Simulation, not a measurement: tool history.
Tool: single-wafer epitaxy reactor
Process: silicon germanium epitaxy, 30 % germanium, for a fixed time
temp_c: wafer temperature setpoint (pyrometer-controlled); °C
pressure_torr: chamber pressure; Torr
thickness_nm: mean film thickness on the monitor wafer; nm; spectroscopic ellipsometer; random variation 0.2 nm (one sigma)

| run | hour | temp_c | pressure_torr | thickness_nm |
|---|---|---|---|---|
| 1 | 0.0 | 580 | 20.9 | 42.478 |
| 2 | 6.6 | 580 | 22.6 | 43.694 |
| 3 | 11.0 | 586 | 22.6 | 49.576 |
| 4 | 15.4 | 580 | 22.6 | 43.964 |
| 5 | 20.2 | 576 | 22.5 | 39.955 |
| 6 | 20.9 | 576 | 19.3 | 37.496 |

Run 7 comes next. What will it give?
| 7 | 29.6 | 575 | 19.3 | ? |

thickness_nm: 36.884 nm

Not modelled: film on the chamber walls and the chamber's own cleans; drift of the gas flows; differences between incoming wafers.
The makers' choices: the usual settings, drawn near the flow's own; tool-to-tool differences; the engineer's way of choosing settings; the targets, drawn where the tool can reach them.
